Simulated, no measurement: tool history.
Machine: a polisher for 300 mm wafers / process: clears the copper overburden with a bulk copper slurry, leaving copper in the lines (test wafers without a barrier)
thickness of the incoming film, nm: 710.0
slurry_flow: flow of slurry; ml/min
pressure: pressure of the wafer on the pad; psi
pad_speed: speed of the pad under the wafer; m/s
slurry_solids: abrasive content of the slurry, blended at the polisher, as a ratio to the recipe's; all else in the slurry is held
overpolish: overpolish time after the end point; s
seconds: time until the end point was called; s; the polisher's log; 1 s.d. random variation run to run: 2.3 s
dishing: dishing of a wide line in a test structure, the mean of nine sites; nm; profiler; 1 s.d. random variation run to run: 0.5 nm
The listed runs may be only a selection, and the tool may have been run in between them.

run	hour	slurry_flow	pressure	pad_speed	slurry_solids	overpolish	seconds	dishing
1	0	240	1.8	1.12	1	29	93.871	67.803
2	4.4	240	1.7	1.14	1	25	97.418	63.282
3	5.6	240	1.7	1	1	25	111.63	60.466
4	11.8	240	1.6	1.02	1	22	116.96	56.703
5	13.5	240	1.6	1.04	1	20	114.35	55.065
6	20.4	220	1.6	1.04	1	20	111.4	53.915
7	22.8	215	1.5	1.04	1	20	120.65	52.407
8	29	210	1.5	1.04	1	19	125.4	50.339

Run 9 is up next; what results do you expect?
9	35.9	205	1.5	1.04	1	19	?	?

Run 9 measured seconds 124.52 s, dishing 51.723 nm.
